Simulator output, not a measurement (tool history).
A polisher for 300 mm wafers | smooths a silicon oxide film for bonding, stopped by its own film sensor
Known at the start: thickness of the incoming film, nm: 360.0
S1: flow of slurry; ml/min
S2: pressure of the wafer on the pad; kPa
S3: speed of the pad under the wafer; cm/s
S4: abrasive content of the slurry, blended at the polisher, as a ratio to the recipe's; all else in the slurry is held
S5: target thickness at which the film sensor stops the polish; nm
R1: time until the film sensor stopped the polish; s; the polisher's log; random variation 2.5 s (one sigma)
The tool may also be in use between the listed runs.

run,hour,S1,S2,S3,S4,S5,R1
1,0,190,10.3,98,1,276,148.67
2,5.5,190,11.7,98,1,276,133.78
3,11,190,11.7,98,0.95,276,140.43
4,11.9,190,10.3,98,0.95,276,151.6
5,17.4,190,9.7,96,0.95,276,165.89
6,18.1,190,9,96,0.95,276,169.06

The next listed run, before its measurement:
7,19.9,190,8.3,94,0.95,276,?

R1: 180.94 s
